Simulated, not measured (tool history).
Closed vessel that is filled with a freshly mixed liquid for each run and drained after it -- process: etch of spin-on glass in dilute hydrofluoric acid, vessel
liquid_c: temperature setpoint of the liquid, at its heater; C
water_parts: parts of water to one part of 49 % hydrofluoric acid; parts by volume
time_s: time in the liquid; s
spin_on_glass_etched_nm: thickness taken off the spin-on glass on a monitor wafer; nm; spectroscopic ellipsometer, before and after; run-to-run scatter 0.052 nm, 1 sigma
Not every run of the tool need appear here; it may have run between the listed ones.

| run | hour | liquid_c | water_parts | time_s | spin_on_glass_etched_nm |
|---|---|---|---|---|---|
| 1 | 0 | 24 | 235 | 60 | 4.3279 |
| 2 | 2.6 | 26.5 | 220 | 60 | 5.138 |
| 3 | 7.7 | 28.5 | 210 | 60 | 5.8358 |
| 4 | 8.9 | 28.5 | 125 | 60 | 10.859 |
| 5 | 17.5 | 26 | 125 | 60 | 9.9247 |
| 6 | 22.7 | 23 | 130 | 60 | 8.422 |
| 7 | 25.1 | 21.5 | 130 | 60 | 7.9537 |
| 8 | 30.3 | 20.5 | 130 | 60 | 7.6613 |

Forecast run 9:
| 9 | 32.9 | 20 | 130 | 60 | ? |

{"run 9": {"spin_on_glass_etched_nm": 7.4487}}
